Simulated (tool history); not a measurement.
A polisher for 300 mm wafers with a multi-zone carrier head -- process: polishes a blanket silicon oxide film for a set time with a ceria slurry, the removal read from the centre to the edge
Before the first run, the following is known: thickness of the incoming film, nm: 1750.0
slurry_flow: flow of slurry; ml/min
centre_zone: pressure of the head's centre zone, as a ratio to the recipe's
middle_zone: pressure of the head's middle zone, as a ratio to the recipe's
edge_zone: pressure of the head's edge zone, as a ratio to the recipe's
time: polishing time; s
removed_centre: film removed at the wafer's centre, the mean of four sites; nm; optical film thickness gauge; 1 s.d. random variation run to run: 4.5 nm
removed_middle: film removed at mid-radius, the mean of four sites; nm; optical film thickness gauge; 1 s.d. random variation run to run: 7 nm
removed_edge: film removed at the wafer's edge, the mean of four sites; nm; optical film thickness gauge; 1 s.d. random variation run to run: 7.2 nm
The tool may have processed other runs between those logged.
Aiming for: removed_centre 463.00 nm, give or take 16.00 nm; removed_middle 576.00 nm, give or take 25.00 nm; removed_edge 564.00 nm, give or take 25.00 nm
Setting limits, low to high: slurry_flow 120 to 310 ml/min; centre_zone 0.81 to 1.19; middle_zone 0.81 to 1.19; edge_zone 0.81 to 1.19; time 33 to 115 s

run,hour,slurry_flow,centre_zone,middle_zone,edge_zone,time,removed_centre,removed_middle,removed_edge
1,0.0,200,1.00,1.00,1.00,73,369.34,361.25,364.16
2,2.7,200,0.97,1.03,1.04,79,380.23,397.78,408.23
3,10.6,210,0.96,1.07,1.06,83,402.02,437.09,424.49
4,18.5,205,0.94,1.08,1.08,88,417.17,472.37,447.92
5,22.6,205,0.94,1.08,1.08,98,457.46,527.03,502.90
6,30.7,205,0.94,1.08,1.08,90,425.13,486.50,461.24
7,37.8,205,0.92,1.08,1.10,93,433.54,499.03,471.29
8,40.7,185,0.89,1.07,1.11,98,432.53,502.61,501.84

Which one of the following 5 next-run settings gets every result inside its allowed miss? There is exactly one.
A,43.6,190,0.94,0.97,1.18,100,?,?,?
B,43.6,190,0.84,1.07,1.11,110,?,?,?
C,43.6,185,0.89,1.09,1.01,105,?,?,?
D,43.6,130,0.81,1.10,1.14,113,?,?,?
E,43.6,170,0.94,1.08,1.13,110,?,?,?

move,removed_centre,removed_middle,removed_edge
A,466.46,492.52,524.84
B,460.28,584.92,565.60
C,463.12,564.61,523.45
D,431.57,584.30,564.86
E,505.65,580.92,563.01
A: moves away from the targets compared with the last run
B: every result within its allowed miss
C: puts the biggest miss on target and leaves a different result outside tolerance
D: puts the biggest miss on target and leaves a different result outside tolerance
E: puts the biggest miss on target and leaves a different result outside tolerance
Correct choice: B, which meets every target

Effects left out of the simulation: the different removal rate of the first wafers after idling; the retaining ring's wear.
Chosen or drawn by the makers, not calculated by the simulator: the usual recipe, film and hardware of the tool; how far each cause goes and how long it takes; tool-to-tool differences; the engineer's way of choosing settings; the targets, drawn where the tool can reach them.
